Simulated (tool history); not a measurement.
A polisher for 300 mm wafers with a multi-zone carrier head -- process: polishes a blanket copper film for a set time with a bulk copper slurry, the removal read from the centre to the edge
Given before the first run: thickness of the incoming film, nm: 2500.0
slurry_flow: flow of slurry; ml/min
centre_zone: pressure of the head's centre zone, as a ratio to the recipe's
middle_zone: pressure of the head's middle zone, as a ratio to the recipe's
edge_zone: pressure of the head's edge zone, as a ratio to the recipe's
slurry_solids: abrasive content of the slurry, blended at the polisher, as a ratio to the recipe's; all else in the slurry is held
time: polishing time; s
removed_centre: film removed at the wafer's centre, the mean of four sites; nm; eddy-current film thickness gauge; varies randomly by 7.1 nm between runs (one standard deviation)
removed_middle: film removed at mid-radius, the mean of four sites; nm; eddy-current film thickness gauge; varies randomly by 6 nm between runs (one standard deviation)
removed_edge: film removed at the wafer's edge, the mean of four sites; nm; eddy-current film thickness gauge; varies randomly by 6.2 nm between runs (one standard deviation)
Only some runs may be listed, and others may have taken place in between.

run,hour,slurry_flow,centre_zone,middle_zone,edge_zone,slurry_solids,time,removed_centre,removed_middle,removed_edge
1,0.0,245,1.00,1.00,1.00,1.00,54,685.73,766.29,801.83
2,4.2,200,1.00,1.00,1.00,1.00,54,665.89,754.92,771.12
3,9.4,190,1.03,1.00,0.97,0.90,52,652.63,713.53,720.82
4,15.8,145,1.03,1.00,0.97,0.90,52,611.90,674.57,702.61
5,17.7,185,1.03,1.00,0.97,0.90,52,650.85,704.80,703.89
6,24.2,185,1.03,0.99,0.95,0.85,51,621.67,674.09,692.87
7,27.1,185,1.06,1.00,0.94,0.80,49,613.12,653.66,654.44
8,29.4,185,1.08,1.00,0.92,0.75,48,624.48,634.24,643.31
9,37.0,190,1.10,1.01,0.90,0.70,46,590.39,619.31,590.46
10,45.4,190,1.12,1.01,0.89,0.65,46,584.24,609.99,592.21
11,54.4,200,1.13,1.01,0.88,0.65,45,592.55,599.63,578.89
12,60.1,200,1.13,1.01,0.88,0.65,45,594.30,594.14,586.00

Estimate the outcome of run 13 from the log above:
13,63.9,205,1.14,1.02,0.87,0.65,44,?,?,?

removed_centre: 589.37 nm
removed_middle: 605.40 nm
removed_edge: 567.15 nm
